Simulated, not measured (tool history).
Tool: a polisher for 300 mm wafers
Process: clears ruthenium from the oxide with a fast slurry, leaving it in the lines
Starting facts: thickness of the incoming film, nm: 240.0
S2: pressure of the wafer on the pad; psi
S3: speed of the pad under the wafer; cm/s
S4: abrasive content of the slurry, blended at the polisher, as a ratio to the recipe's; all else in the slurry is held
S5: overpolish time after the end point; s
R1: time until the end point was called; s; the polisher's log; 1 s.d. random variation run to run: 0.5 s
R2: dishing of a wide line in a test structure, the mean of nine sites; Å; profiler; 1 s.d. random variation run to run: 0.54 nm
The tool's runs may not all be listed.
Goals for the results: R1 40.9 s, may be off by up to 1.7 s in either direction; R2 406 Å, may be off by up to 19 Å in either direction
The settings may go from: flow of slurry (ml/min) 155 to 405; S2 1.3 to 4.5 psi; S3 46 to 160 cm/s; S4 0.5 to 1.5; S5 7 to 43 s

{"run": 1, "day": 0.0, "flow of slurry (ml/min)": 260, "S2": 2.9, "S3": 102, "S4": 1, "S5": 22, "R1": 68.197, "R2": 374.7}
{"run": 2, "day": 0.246, "flow of slurry (ml/min)": 240, "S2": 2.9, "S3": 102, "S4": 1, "S5": 22, "R1": 69.572, "R2": 366.08}
{"run": 3, "day": 0.312, "flow of slurry (ml/min)": 240, "S2": 2.9, "S3": 84, "S4": 1, "S5": 22, "R1": 85.86, "R2": 333.86}
{"run": 4, "day": 0.508, "flow of slurry (ml/min)": 240, "S2": 2.9, "S3": 72, "S4": 1, "S5": 22, "R1": 98.543, "R2": 307.57}
{"run": 5, "day": 0.75, "flow of slurry (ml/min)": 285, "S2": 2.9, "S3": 72, "S4": 1, "S5": 22, "R1": 95.365, "R2": 313.94}
{"run": 6, "day": 0.971, "flow of slurry (ml/min)": 285, "S2": 2.9, "S3": 72, "S4": 1, "S5": 31, "R1": 98.247, "R2": 368.85}
{"run": 7, "day": 1.054, "flow of slurry (ml/min)": 290, "S2": 3.7, "S3": 100, "S4": 1.05, "S5": 21, "R1": 57.526, "R2": 391.56}
{"run": 8, "day": 1.383, "flow of slurry (ml/min)": 290, "S2": 3.9, "S3": 104, "S4": 1.05, "S5": 20, "R1": 52.155, "R2": 393.2}
{"run": 9, "day": 1.654, "flow of slurry (ml/min)": 290, "S2": 4, "S3": 106, "S4": 1.05, "S5": 19, "R1": 50.215, "R2": 399.02}
{"run": 10, "day": 1.683, "flow of slurry (ml/min)": 290, "S2": 4, "S3": 106, "S4": 1.05, "S5": 19, "R1": 50.03, "R2": 393.46}
{"day": 1.762, "done": "slurry nozzle cleaned"}
{"run": 11, "day": 1.762, "flow of slurry (ml/min)": 290, "S2": 4.1, "S3": 108, "S4": 1.05, "S5": 18, "R1": 47.295, "R2": 384.73}
{"run": 12, "day": 1.971, "flow of slurry (ml/min)": 290, "S2": 4.2, "S3": 110, "S4": 1.05, "S5": 18, "R1": 46.456, "R2": 394.08}
{"run": 13, "day": 2.238, "flow of slurry (ml/min)": 290, "S2": 4.3, "S3": 112, "S4": 1.05, "S5": 18, "R1": 44.387, "R2": 392.03}
{"run": 14, "day": 2.542, "flow of slurry (ml/min)": 295, "S2": 4.3, "S3": 112, "S4": 1.05, "S5": 18, "R1": 44.413, "R2": 400.9}

Consider the 5 candidate settings below. Which is the only one whose results all fall within their allowed miss of target?
{"run": "A", "day": 2.846, "flow of slurry (ml/min)": 280, "S2": 4.5, "S3": 112, "S4": 0.95, "S5": 19, "R1": "?", "R2": "?"}
{"run": "B", "day": 2.846, "flow of slurry (ml/min)": 340, "S2": 4.3, "S3": 144, "S4": 0.95, "S5": 15, "R1": "?", "R2": "?"}
{"run": "C", "day": 2.846, "flow of slurry (ml/min)": 275, "S2": 3.8, "S3": 116, "S4": 1.05, "S5": 22, "R1": "?", "R2": "?"}
{"run": "D", "day": 2.846, "flow of slurry (ml/min)": 270, "S2": 4.5, "S3": 106, "S4": 1, "S5": 19, "R1": "?", "R2": "?"}
{"run": "E", "day": 2.846, "flow of slurry (ml/min)": 235, "S2": 4.5, "S3": 124, "S4": 0.95, "S5": 17, "R1": "?", "R2": "?"}

move=A R1=45.919 R2=407.4
move=B R1=36.723 R2=405.58
move=C R1=48.236 R2=420.45
move=D R1=47.345 R2=403.06
move=E R1=42.174 R2=403.69
A: lands further from the targets than the last run did
B: moves the result that the last run missed by most past its target, out the other side
C: lands further from the targets than the last run did
D: lands further from the targets than the last run did
E: all results land within tolerance of their targets
Move E is the one to make.
